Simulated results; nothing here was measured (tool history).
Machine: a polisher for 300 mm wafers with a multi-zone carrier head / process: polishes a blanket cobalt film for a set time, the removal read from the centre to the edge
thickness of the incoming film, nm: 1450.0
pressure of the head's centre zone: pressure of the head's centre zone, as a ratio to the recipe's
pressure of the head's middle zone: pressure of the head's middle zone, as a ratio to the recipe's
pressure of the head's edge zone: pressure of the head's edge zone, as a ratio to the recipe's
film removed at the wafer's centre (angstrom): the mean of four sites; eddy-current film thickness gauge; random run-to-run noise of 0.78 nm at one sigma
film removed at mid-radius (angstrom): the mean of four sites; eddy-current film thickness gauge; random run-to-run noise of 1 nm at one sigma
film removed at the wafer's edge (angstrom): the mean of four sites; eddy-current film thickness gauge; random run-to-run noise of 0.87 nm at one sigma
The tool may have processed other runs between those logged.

run  hour  flow of slurry (ml/min)  pressure of the head's centre zone  pressure of the head's middle zone  pressure of the head's edge zone  polishing time (s)  film removed at the wafer's centre (angstrom)  film removed at mid-radius (angstrom)  film removed at the wafer's edge (angstrom)
  1   0.0                      135                                1.00                                1.00                              1.00                  37                                        1224.70                                1292.20                                      1297.70
  2   7.0                      120                                1.00                                1.00                              1.00                  37                                        1200.30                                1243.30                                      1278.60
  3  12.1                      150                                1.00                                1.00                              1.00                  37                                        1286.80                                1325.00                                      1304.80
  4  18.4                      145                                0.97                                0.99                              0.98                  34                                        1125.70                                1192.60                                      1186.30
  5  19.3                      140                                0.94                                0.98                              0.96                  32                                        1045.90                                1106.60                                      1099.70
  6  27.2                      140                                0.94                                0.98                              0.96                  28                                         895.92                                 961.02                                       946.79
  7  33.2                      130                                0.92                                0.97                              0.96                  27                                         839.82                                 920.78                                       915.20
  8  37.8                      125                                0.90                                0.96                              0.96                  26                                         810.62                                 873.10                                       871.87

Run 9 comes next. What will it give?
  9  41.0                      125                                0.90                                0.96                              0.96                  26                                              ?                                      ?                                            ?

film removed at the wafer's centre (angstrom): 805.48
film removed at mid-radius (angstrom): 861.34
film removed at the wafer's edge (angstrom): 877.05
